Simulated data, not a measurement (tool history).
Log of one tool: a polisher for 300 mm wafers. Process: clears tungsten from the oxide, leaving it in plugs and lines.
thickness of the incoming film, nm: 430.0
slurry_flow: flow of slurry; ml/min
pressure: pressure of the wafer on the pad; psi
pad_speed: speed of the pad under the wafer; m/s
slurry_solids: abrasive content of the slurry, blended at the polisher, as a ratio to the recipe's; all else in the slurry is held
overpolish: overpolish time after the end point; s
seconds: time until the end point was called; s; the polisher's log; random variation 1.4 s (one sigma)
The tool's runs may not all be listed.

Run 1, hour 0: slurry_flow 150 ml/min, pressure 4.5 psi, pad_speed 1.3 m/s, slurry_solids 1, overpolish 13 s. Result: seconds 63 s.
Run 2, hour 5.4: slurry_flow 150 ml/min, pressure 4.5 psi, pad_speed 1.3 m/s, slurry_solids 1, overpolish 9 s. Result: seconds 63.415 s.
Run 3, hour 12.2: slurry_flow 150 ml/min, pressure 4.5 psi, pad_speed 1.3 m/s, slurry_solids 1, overpolish 9 s. Result: seconds 62.734 s.
Run 4, hour 16.4: slurry_flow 150 ml/min, pressure 4.3 psi, pad_speed 1.3 m/s, slurry_solids 1, overpolish 9 s. Result: seconds 66.214 s.
Run 5, hour 22.2: slurry_flow 150 ml/min, pressure 4.2 psi, pad_speed 1.3 m/s, slurry_solids 1, overpolish 9 s. Result: seconds 67.571 s.
Run 6, hour 23.4: slurry_flow 150 ml/min, pressure 4.1 psi, pad_speed 1.3 m/s, slurry_solids 1, overpolish 9 s. Result: seconds 71.439 s.
Run 7, hour 29.1: slurry_flow 150 ml/min, pressure 4 psi, pad_speed 1.3 m/s, slurry_solids 1, overpolish 9 s. Result: seconds 73.084 s.
Run 8, hour 34.6: slurry_flow 150 ml/min, pressure 3.9 psi, pad_speed 1.3 m/s, slurry_solids 1, overpolish 9 s. Result: seconds 73.566 s.
Run 9, hour 39.8: slurry_flow 150 ml/min, pressure 3.8 psi, pad_speed 1.3 m/s, slurry_solids 1, overpolish 9 s. Result: seconds 74.392 s.
Run 10, hour 47.3: slurry_flow 150 ml/min, pressure 3.7 psi, pad_speed 1.3 m/s, slurry_solids 1, overpolish 9 s. Result: seconds 76.457 s.
Run 11, hour 52.4: slurry_flow 150 ml/min, pressure 3.6 psi, pad_speed 1.3 m/s, slurry_solids 1, overpolish 9 s. Result: seconds 79.538 s.

Run 12 comes next. What will it give?
Run 12, hour 56.2: slurry_flow 150 ml/min, pressure 3.6 psi, pad_speed 1.3 m/s, slurry_solids 1, overpolish 9 s. Result: seconds ?.

seconds: 78.516 s

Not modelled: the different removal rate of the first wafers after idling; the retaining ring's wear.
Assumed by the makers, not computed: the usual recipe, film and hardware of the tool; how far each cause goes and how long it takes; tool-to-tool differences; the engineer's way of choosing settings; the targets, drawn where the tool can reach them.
